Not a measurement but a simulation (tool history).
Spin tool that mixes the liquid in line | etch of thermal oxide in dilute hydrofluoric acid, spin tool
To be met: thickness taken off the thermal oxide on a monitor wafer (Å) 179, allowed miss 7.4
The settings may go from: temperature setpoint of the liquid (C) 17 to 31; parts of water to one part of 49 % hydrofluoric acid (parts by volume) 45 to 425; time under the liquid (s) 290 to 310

run    day  temperature setpoint of the liquid (C)  parts of water to one part of 49 % hydrofluoric acid (parts by volume)  time under the liquid (s)  thickness taken off the thermal oxide on a monitor wafer (Å)
  1      0                                      23                                                                     235                        290                                                        49.487
  2  0.129                                      23                                                                     235                        310                                                        52.581
  3  0.158                                      23                                                                     235                        290                                                        49.033
  4    0.5                                    24.5                                                                     195                        290                                                        64.427
  5  0.733                                    24.5                                                                     195                        290                                                        65.274
  6  0.771                                    25.5                                                                     165                        290                                                        83.378
  7  0.983                                    26.5                                                                     145                        290                                                        100.58
  8  1.088                                    27.5                                                                     135                        290                                                        112.37
  9  1.354                                      28                                                                     125                        290                                                        126.77
 10  1.604                                    28.5                                                                     120                        290                                                        133.62
 11  1.804                                      29                                                                     115                        290                                                        142.83
 12  1.958                                      29                                                                     115                        290                                                        145.64
 13  2.158                                    29.5                                                                     115                        290                                                        147.78
 14  2.325                                      30                                                                     110                        290                                                        157.35
 15  2.358                                    30.5                                                                     105                        290                                                         168.7

4 next moves are on the table. One of them brings every result within its allowed miss. Which?
  A  2.392                                    25.5                                                                      95                        310                                                             ?
  B  2.392                                      31                                                                     100                        290                                                             ?
  C  2.392                                      30                                                                      95                        305                                                             ?
  D  2.392                                    30.5                                                                     110                        290                                                             ?

move  thickness taken off the thermal oxide on a monitor wafer (Å)
   A                                                        164.42
   B                                                        179.04
   C                                                        192.31
   D                                                        157.51
A: further off than the last run
B: meets every target
C: takes the result that was furthest off past its target
D: further off than the last run
The right move is B.
